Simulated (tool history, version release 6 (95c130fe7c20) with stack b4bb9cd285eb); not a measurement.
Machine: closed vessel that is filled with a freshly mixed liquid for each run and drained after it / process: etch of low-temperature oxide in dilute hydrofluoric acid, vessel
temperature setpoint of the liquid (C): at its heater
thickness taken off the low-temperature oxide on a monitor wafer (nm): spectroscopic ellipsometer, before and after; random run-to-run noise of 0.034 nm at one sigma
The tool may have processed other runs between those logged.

| run | hour | temperature setpoint of the liquid (C) | parts of water to one part of 49 % hydrofluoric acid (parts by volume) | time in the liquid (s) | thickness taken off the low-temperature oxide on a monitor wafer (nm) |
|---|---|---|---|---|---|
| 1 | 0.0 | 22.0 | 75 | 30 | 4.4954 |
| 2 | 2.8 | 20.5 | 75 | 30 | 4.2594 |
| 3 | 4.3 | 23.5 | 75 | 30 | 4.7247 |
| 4 | 6.1 | 23.5 | 75 | 30 | 4.7700 |
| 5 | 7.4 | 23.5 | 75 | 30 | 4.7476 |
| 6 | 13.9 | 23.5 | 75 | 30 | 4.7187 |
| 7 | 19.6 | 21.5 | 75 | 30 | 4.3493 |
| 8 | 22.8 | 20.0 | 75 | 30 | 4.1448 |
| 9 | 28.4 | 17.0 | 80 | 30 | 3.4129 |

What will run 10 give?
| 10 | 32.9 | 17.0 | 80 | 30 | ? |

thickness taken off the low-temperature oxide on a monitor wafer (nm): 3.4158

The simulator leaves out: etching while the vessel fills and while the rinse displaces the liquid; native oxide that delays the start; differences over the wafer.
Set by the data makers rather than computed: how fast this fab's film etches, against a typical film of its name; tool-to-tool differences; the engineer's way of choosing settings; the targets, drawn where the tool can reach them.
